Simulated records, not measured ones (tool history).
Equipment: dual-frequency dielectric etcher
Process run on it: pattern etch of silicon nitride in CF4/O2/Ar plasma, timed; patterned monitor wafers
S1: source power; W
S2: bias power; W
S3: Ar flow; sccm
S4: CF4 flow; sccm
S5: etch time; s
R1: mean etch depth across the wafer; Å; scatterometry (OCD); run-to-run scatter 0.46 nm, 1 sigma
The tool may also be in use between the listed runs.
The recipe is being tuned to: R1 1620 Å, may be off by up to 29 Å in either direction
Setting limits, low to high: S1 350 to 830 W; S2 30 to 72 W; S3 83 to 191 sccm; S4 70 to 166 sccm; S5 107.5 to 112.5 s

| run | hour | S1 | S2 | S3 | S4 | S5 | R1 |
|---|---|---|---|---|---|---|---|
| 1 | 0 | 590 | 51 | 137 | 118 | 107.5 | 2264.6 |
| 2 | 4.9 | 590 | 51 | 114 | 118 | 107.5 | 2326.4 |
| 3 | 11.1 | 590 | 51 | 114 | 130 | 107.5 | 2350.1 |
| 4 | 19.1 | 590 | 44 | 114 | 130 | 107.5 | 2254.5 |
| 5 | 21.8 | 520 | 44 | 114 | 130 | 107.5 | 2008.8 |
|  | 27.1 | wet clean of the chamber |
| 6 | 27.1 | 520 | 44 | 125 | 130 | 107.5 | 1924.3 |
| 7 | 30.1 | 400 | 43 | 125 | 130 | 107.5 | 1539 |
| 8 | 31.7 | 410 | 43 | 125 | 130 | 107.5 | 1566.1 |

Pick the move, out of 4, that brings all results within their allowed miss; only one does.
| A | 33.3 | 400 | 49 | 137 | 154 | 108 | ? |
| B | 33.3 | 400 | 42 | 124 | 133 | 109 | ? |
| C | 33.3 | 480 | 30 | 148 | 134 | 107.5 | ? |
| D | 33.3 | 380 | 47 | 124 | 141 | 110 | ? |

| move | R1 |
|---|---|
| A | 1622.5 |
| B | 1557.3 |
| C | 1582.3 |
| D | 1568.8 |
A: each result inside its tolerance
B: misses by more than the last run did
C: moves toward the targets from the last run without getting all of them in spec
D: moves toward the targets from the last run without getting all of them in spec
A is the move that brings every result within its allowed miss.

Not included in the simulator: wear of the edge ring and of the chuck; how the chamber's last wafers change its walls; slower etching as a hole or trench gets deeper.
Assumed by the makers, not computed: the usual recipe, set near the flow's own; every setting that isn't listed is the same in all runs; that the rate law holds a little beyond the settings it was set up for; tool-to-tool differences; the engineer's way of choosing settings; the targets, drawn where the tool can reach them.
